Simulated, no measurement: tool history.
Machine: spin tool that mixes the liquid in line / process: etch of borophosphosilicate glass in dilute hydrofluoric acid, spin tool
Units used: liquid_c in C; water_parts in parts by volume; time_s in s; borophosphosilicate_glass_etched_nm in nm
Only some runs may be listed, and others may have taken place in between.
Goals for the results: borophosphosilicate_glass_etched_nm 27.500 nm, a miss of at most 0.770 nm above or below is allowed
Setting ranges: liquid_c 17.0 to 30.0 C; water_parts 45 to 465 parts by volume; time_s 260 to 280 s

run	hour	liquid_c	water_parts	time_s	borophosphosilicate_glass_etched_nm
1	0.0	22.0	255	260	46.278
2	4.0	21.5	260	260	44.078
3	10.6	21.5	260	280	47.639
4	15.2	21.5	220	280	58.212
5	17.0	21.5	170	280	80.671
6	23.5	19.5	170	280	74.822
# hour 28.1: hydrofluoric acid flow meter replaced
7	28.1	19.5	185	280	74.762
8	36.5	19.5	205	280	65.800
9	43.0	19.5	205	280	66.490
10	51.2	19.5	220	280	60.752
11	59.6	19.5	235	280	55.970
12	67.6	19.5	235	280	56.484
13	70.8	17.0	340	280	32.234
14	72.8	17.0	345	280	31.577
15	76.5	17.0	350	280	31.592
16	77.6	17.0	355	280	30.451
17	81.2	17.0	365	280	29.665

Pick the move, out of 5, that brings all results within their allowed miss; only one does.
A	84.8	17.0	380	275	?
B	84.8	18.0	320	260	?
C	84.8	17.0	320	260	?
D	84.8	17.5	345	280	?
E	84.8	20.5	370	275	?

move	borophosphosilicate_glass_etched_nm
A	27.395
B	33.502
C	32.277
D	32.180
E	32.143
A: every result within its allowed miss
B: misses by more than the last run did
C: misses by more than the last run did
D: misses by more than the last run did
E: misses by more than the last run did
The move that meets every target is A.
